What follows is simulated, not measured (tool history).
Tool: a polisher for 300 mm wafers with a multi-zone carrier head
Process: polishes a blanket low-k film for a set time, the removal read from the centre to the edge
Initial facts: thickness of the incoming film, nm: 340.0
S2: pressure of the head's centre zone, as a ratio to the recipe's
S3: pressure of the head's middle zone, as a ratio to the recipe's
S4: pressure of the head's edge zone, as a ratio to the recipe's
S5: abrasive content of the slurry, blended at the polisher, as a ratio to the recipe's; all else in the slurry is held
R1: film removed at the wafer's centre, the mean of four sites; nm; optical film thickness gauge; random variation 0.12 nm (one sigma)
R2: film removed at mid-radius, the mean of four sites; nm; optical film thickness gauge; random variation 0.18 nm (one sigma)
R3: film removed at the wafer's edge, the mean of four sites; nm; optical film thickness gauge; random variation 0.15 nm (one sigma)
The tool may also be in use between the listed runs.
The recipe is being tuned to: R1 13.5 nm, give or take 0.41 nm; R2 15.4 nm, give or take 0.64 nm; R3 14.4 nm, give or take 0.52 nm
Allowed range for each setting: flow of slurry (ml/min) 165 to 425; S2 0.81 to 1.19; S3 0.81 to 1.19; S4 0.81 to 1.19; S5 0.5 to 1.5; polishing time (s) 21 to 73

Run 1, day 0: flow of slurry (ml/min) 275, S2 1, S3 1, S4 1, S5 1, polishing time (s) 47. Result: R1 20.689 nm, R2 21.765 nm, R3 21.012 nm.
Run 2, day 0.083: flow of slurry (ml/min) 275, S2 1, S3 1, S4 1, S5 1, polishing time (s) 40. Result: R1 17.849 nm, R2 18.365 nm, R3 17.783 nm.
Run 3, day 0.35: flow of slurry (ml/min) 270, S2 0.96, S3 0.99, S4 0.96, S5 0.9, polishing time (s) 40. Result: R1 16.739 nm, R2 17.748 nm, R3 16.791 nm.
Run 4, day 0.517: flow of slurry (ml/min) 265, S2 0.92, S3 0.98, S4 0.94, S5 0.8, polishing time (s) 40. Result: R1 15.615 nm, R2 17.055 nm, R3 16.104 nm.
Run 5, day 0.621: flow of slurry (ml/min) 265, S2 0.92, S3 0.98, S4 0.87, S5 0.8, polishing time (s) 40. Result: R1 15.693 nm, R2 16.905 nm, R3 15.494 nm.
Run 6, day 0.892: flow of slurry (ml/min) 265, S2 0.92, S3 0.93, S4 0.87, S5 0.8, polishing time (s) 40. Result: R1 15.615 nm, R2 16.433 nm, R3 15.484 nm.
Run 7, day 1.15: flow of slurry (ml/min) 260, S2 0.89, S3 0.92, S4 0.86, S5 0.75, polishing time (s) 40. Result: R1 15.065 nm, R2 15.892 nm, R3 14.94 nm.
Run 8, day 1.271: flow of slurry (ml/min) 255, S2 0.87, S3 0.92, S4 0.87, S5 0.75, polishing time (s) 40. Result: R1 14.796 nm, R2 15.82 nm, R3 15.192 nm.
Run 9, day 1.588: flow of slurry (ml/min) 250, S2 0.85, S3 0.93, S4 0.86, S5 0.7, polishing time (s) 40. Result: R1 14.159 nm, R2 15.198 nm, R3 14.743 nm.
Run 10, day 1.854: flow of slurry (ml/min) 250, S2 0.84, S3 0.95, S4 0.85, S5 0.7, polishing time (s) 40. Result: R1 14.09 nm, R2 16.001 nm, R3 14.656 nm.
Run 11, day 2.162: flow of slurry (ml/min) 245, S2 0.83, S3 0.94, S4 0.85, S5 0.7, polishing time (s) 40. Result: R1 13.989 nm, R2 15.6 nm, R3 14.629 nm.

4 candidate next runs follow, results not yet known. Just one meets every target within its allowed miss. Identify it.
Run A, day 2.471: flow of slurry (ml/min) 280, S2 0.81, S3 0.99, S4 0.86, S5 0.75, polishing time (s) 36. Result: R1 ?, R2 ?, R3 ?.
Run B, day 2.471: flow of slurry (ml/min) 245, S2 0.89, S3 0.98, S4 0.81, S5 0.7, polishing time (s) 39. Result: R1 ?, R2 ?, R3 ?.
Run C, day 2.471: flow of slurry (ml/min) 245, S2 0.83, S3 0.97, S4 0.88, S5 0.9, polishing time (s) 36. Result: R1 ?, R2 ?, R3 ?.
Run D, day 2.471: flow of slurry (ml/min) 300, S2 0.87, S3 1.13, S4 0.85, S5 0.9, polishing time (s) 34. Result: R1 ?, R2 ?, R3 ?.

move      R1      R2      R3
   A  12.782  15.165  13.613
   B  14.189  15.759  13.945
   C  13.428   15.46  14.312
   D  13.388  16.897  13.495
A: pushes the last run's worst result past its target
B: its largest miss is bigger than the last run's
C: meets every target
D: gets the furthest-off result to its target, but another result is out of tolerance
Correct choice: C, which meets every target
